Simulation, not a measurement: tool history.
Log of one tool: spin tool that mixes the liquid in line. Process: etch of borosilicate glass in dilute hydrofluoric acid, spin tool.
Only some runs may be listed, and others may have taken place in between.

run,day,temperature setpoint of the liquid (K),parts of water to one part of 49 % hydrofluoric acid (parts by volume),time under the liquid (s),thickness taken off the borosilicate glass on a monitor wafer (angstrom)
1,0.000,296.15,170,20,30.954
2,0.092,294.65,170,20,29.520
3,0.217,293.65,170,20,28.017
4,0.500,293.65,130,20,38.058
5,0.583,293.65,110,20,46.727
6,0.725,293.15,125,20,39.687
7,0.825,292.65,135,20,35.223

Run 8 comes next. What will it give?
8,0.933,292.15,140,20,?

Run 8 gave thickness taken off the borosilicate glass on a monitor wafer (angstrom) 33.212.

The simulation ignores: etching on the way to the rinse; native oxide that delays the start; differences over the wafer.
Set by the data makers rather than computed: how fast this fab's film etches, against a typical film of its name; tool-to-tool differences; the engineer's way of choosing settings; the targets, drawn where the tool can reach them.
